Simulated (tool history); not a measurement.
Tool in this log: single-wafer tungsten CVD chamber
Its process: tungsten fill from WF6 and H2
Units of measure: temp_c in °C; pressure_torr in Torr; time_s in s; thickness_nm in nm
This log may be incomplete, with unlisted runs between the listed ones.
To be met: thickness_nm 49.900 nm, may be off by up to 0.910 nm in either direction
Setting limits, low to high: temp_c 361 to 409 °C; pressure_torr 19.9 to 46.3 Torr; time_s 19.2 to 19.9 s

{"run": 1, "hour": 0.0, "temp_c": 385, "pressure_torr": 33.1, "time_s": 19.2, "thickness_nm": 45.542}
{"run": 2, "hour": 4.7, "temp_c": 385, "pressure_torr": 28.1, "time_s": 19.2, "thickness_nm": 42.744}
{"run": 3, "hour": 6.7, "temp_c": 390, "pressure_torr": 28.1, "time_s": 19.2, "thickness_nm": 46.116}
{"run": 4, "hour": 15.2, "temp_c": 390, "pressure_torr": 28.1, "time_s": 19.2, "thickness_nm": 46.262}
{"run": 5, "hour": 18.7, "temp_c": 391, "pressure_torr": 28.1, "time_s": 19.2, "thickness_nm": 46.914}
{"run": 6, "hour": 26.1, "temp_c": 391, "pressure_torr": 25.8, "time_s": 19.2, "thickness_nm": 45.113}
{"hour": 32.2, "done": "thermocouple changed; heater temperature recalibrated"}
{"run": 7, "hour": 32.2, "temp_c": 392, "pressure_torr": 25.8, "time_s": 19.2, "thickness_nm": 42.192}
{"run": 8, "hour": 36.2, "temp_c": 395, "pressure_torr": 25.9, "time_s": 19.2, "thickness_nm": 44.532}
{"run": 9, "hour": 43.0, "temp_c": 395, "pressure_torr": 25.9, "time_s": 19.2, "thickness_nm": 44.257}

Exercise: of the 4 proposed moves below, exactly one satisfies all targets within the stated allowed misses. Which move is it?
{"run": "A", "hour": 49.8, "temp_c": 389, "pressure_torr": 28.1, "time_s": 19.2, "thickness_nm": "?"}
{"run": "B", "hour": 49.8, "temp_c": 404, "pressure_torr": 23.4, "time_s": 19.4, "thickness_nm": "?"}
{"run": "C", "hour": 49.8, "temp_c": 386, "pressure_torr": 29.3, "time_s": 19.2, "thickness_nm": "?"}
{"run": "D", "hour": 49.8, "temp_c": 390, "pressure_torr": 23.9, "time_s": 19.8, "thickness_nm": "?"}

move=A thickness_nm=41.534
move=B thickness_nm=49.481
move=C thickness_nm=40.187
move=D thickness_nm=40.497
A: the biggest miss grows against the last run
B: every result within its allowed miss
C: the biggest miss grows against the last run
D: the biggest miss grows against the last run
The right move is B.
